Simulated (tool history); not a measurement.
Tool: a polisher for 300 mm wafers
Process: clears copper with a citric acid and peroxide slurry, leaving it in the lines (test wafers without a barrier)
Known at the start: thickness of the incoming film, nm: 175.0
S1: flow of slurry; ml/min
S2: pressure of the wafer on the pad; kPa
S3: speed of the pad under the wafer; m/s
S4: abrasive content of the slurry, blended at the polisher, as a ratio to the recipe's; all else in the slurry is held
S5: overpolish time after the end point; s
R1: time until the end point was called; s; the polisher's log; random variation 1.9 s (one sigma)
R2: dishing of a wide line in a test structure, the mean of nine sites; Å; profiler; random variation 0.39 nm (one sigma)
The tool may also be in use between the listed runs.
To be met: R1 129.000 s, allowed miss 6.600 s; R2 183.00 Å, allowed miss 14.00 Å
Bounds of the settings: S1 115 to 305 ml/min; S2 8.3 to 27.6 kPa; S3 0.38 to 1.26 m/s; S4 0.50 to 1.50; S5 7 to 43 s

| run | hour | S1 | S2 | S3 | S4 | S5 | R1 | R2 |
|---|---|---|---|---|---|---|---|---|
| 1 | 0.0 | 195 | 17.9 | 0.82 | 1.00 | 22 | 94.032 | 282.95 |
| 2 | 6.1 | 195 | 17.9 | 0.82 | 1.20 | 22 | 89.220 | 282.63 |
| 3 | 12.7 | 195 | 15.9 | 0.82 | 1.20 | 21 | 99.239 | 248.45 |
| 4 | 15.6 | 195 | 14.5 | 0.82 | 1.20 | 20 | 109.640 | 217.48 |
| 5 | 17.7 | 195 | 14.5 | 0.82 | 1.05 | 20 | 114.160 | 212.05 |
| 6 | 22.2 | 195 | 13.8 | 0.82 | 1.05 | 20 | 116.870 | 205.75 |
| 7 | 27.3 | 195 | 13.1 | 0.82 | 1.05 | 20 | 126.250 | 201.31 |
| 8 | 33.7 | 195 | 13.1 | 0.82 | 1.05 | 20 | 121.540 | 194.30 |

Which of these 4 next moves meets every target?
| A | 40.1 | 250 | 17.9 | 0.54 | 1.15 | 19 | ? | ? |
| B | 40.1 | 195 | 15.2 | 0.86 | 0.70 | 15 | ? | ? |
| C | 40.1 | 195 | 15.2 | 0.80 | 0.90 | 17 | ? | ? |
| D | 40.1 | 170 | 14.5 | 0.78 | 1.40 | 13 | ? | ? |

| move | R1 | R2 |
|---|---|---|
| A | 131.020 | 185.77 |
| B | 116.030 | 166.03 |
| C | 116.190 | 186.34 |
| D | 113.330 | 148.26 |
A: meets every target
B: further off than the last run
C: further off than the last run
D: further off than the last run
Answer: A
